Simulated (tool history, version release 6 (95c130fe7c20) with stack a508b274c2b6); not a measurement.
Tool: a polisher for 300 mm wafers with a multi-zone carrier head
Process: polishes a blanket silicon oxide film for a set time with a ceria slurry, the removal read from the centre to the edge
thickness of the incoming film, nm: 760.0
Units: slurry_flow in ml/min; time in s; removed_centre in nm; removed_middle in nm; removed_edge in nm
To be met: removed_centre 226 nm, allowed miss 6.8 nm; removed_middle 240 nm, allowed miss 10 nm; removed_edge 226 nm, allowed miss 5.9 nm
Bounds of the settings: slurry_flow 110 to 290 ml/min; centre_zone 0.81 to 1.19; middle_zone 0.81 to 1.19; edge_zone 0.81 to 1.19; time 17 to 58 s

run	hour	slurry_flow	centre_zone	middle_zone	edge_zone	time	removed_centre	removed_middle	removed_edge
1	0	185	1	1	1	37	178.31	178.53	178.19
2	0.8	185	0.97	1	1	37	168.55	175.51	180.21
3	1.4	215	0.97	1	1	37	173.14	181.37	178.96
4	5.4	215	0.9	1	1	37	159.26	183.09	181.46
5	9.2	215	0.93	1.03	1.02	39	174.42	198.2	194.62
6	12.9	220	0.96	1.06	1.05	40	186.51	210.96	200.15
7	14.1	220	0.98	1.07	1.07	41	192.83	214.11	208.77
8	15.7	225	1	1.09	1.08	42	202.79	222.18	214.91

5 next moves are on the table. One of them brings every result within its allowed miss. Which?
A	17.3	200	1.08	1.08	1.09	43	?	?	?
B	17.3	245	1.13	1.01	1.05	45	?	?	?
C	17.3	215	0.92	1.19	1.19	44	?	?	?
D	17.3	200	0.98	0.97	1.12	41	?	?	?
E	17.3	215	1.06	1.13	1.1	44	?	?	?

move	removed_centre	removed_middle	removed_edge
A	224.57	222.35	218.79
B	250.87	224.29	228.34
C	197.09	248.33	234.11
D	194.01	194.39	211.55
E	227.24	237.74	225.76
A: brings the result that was furthest off to its target, and leaves another outside
B: takes the result that was furthest off past its target
C: further off than the last run
D: further off than the last run
E: meets every target
The right move is E.
